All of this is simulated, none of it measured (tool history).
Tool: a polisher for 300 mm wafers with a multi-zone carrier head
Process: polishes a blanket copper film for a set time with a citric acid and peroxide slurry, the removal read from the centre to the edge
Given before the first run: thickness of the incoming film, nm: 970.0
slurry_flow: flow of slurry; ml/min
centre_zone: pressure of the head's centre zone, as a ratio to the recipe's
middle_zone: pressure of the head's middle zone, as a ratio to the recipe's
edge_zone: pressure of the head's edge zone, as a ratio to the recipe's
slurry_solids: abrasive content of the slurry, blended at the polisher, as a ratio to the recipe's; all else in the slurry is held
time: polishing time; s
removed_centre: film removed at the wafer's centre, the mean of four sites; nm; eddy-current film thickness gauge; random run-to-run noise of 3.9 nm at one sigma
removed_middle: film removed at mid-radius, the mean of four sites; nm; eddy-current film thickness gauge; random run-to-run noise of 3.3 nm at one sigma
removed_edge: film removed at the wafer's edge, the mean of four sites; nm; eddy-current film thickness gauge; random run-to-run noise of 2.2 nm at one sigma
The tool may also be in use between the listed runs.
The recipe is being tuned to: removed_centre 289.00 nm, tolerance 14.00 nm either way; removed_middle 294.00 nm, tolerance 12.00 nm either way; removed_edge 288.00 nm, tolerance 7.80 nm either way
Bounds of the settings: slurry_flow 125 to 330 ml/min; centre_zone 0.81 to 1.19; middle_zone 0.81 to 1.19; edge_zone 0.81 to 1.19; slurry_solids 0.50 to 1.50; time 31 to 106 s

run  hour  slurry_flow  centre_zone  middle_zone  edge_zone  slurry_solids  time  removed_centre  removed_middle  removed_edge
  1   0.0          210         1.00         1.00       1.00           1.00    68          223.72          219.59        230.00
  2   7.2          210         1.00         1.07       1.00           1.00    68          219.53          230.21        230.19
  3  10.1          210         1.04         1.07       1.00           1.00    68          225.14          232.09        230.31
  4  15.1          210         1.04         1.13       1.00           1.00    68          231.14          243.52        230.09
  5  22.0          215         1.05         1.14       1.03           1.10    68          237.07          253.24        237.68
  6  25.8          215         1.05         1.08       1.03           1.10    68          239.98          239.39        237.93
  7  34.2          265         1.11         1.17       1.13           1.35    71          282.34          291.04        272.18
  8  41.2          265         1.11         1.17       1.14           1.35    71          277.22          289.12        273.25
  9  45.9          265         1.11         1.17       1.15           1.35    71          278.96          291.92        274.84
 10  53.2          265         1.11         1.16       1.16           1.35    71          277.04          291.12        272.01
 11  57.6          265         1.11         1.15       1.16           1.40    71          291.01          284.76        278.69

Of the 5 settings listed for the next run, only one would bring every result within its allowed miss of target. Which one?
  A  62.0          245         0.89         1.19       1.19           1.15    81               ?               ?             ?
  B  62.0          240         0.87         1.06       1.19           1.35    79               ?               ?             ?
  C  62.0          260         1.00         1.19       1.18           1.10    77               ?               ?             ?
  D  62.0          185         1.11         1.14       1.15           1.35    78               ?               ?             ?
  E  62.0          275         1.18         1.11       1.19           1.50    68               ?               ?             ?

move  removed_centre  removed_middle  removed_edge
   A          252.04          310.10        301.56
   B          249.72          288.42        305.38
   C          263.33          293.66        284.39
   D          289.82          288.31        289.41
   E          290.15          266.99        272.71
A: takes the result that was furthest off past its target
B: takes the result that was furthest off past its target
C: meets the target for the result that was furthest off, but another lies outside its allowed miss
D: in spec on every target
E: lands further from the targets than the last run did
Move D is the one to make.
